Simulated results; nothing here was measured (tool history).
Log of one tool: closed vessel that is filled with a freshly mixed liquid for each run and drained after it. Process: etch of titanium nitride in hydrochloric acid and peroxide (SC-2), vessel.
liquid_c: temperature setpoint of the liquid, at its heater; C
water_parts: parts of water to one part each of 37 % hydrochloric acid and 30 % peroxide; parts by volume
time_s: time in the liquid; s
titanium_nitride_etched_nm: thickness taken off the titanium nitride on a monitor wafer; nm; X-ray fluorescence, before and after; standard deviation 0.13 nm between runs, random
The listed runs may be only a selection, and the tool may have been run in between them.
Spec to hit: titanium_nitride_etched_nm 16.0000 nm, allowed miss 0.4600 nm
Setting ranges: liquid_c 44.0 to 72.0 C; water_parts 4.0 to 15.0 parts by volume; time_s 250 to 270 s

run  hour  liquid_c  water_parts  time_s  titanium_nitride_etched_nm
  1   0.0      60.0          8.5     250                     12.9900
  2   2.8      53.5          8.5     250                      8.5950
  3  11.9      53.5         10.5     250                      7.2119
  4  20.3      57.5         10.5     250                      9.2508
  5  28.3      57.5         10.5     250                      9.3000
  6  34.0      60.5         10.5     250                     11.4300
  7  40.2      62.0         10.5     250                     12.4550
  8  46.6      63.5         10.5     250                     13.4480
  9  50.6      64.5         10.5     250                     14.2730

Consider the 4 candidate settings below. Which is the only one whose results all fall within their allowed miss of target?
  A  54.6      65.5          9.5     255                           ?
  B  54.6      64.5          9.5     270                           ?
  C  54.6      63.5          9.5     270                           ?
  D  54.6      67.0         11.0     265                           ?

move  titanium_nitride_etched_nm
   A                     17.0840
   B                     17.0200
   C                     16.0090
   D                     17.1960
A: the result that was furthest off in the last run now lies on the other side of its target
B: the result that was furthest off in the last run now lies on the other side of its target
C: every result lands within tolerance
D: the result that was furthest off in the last run now lies on the other side of its target
The move that meets every target is C.
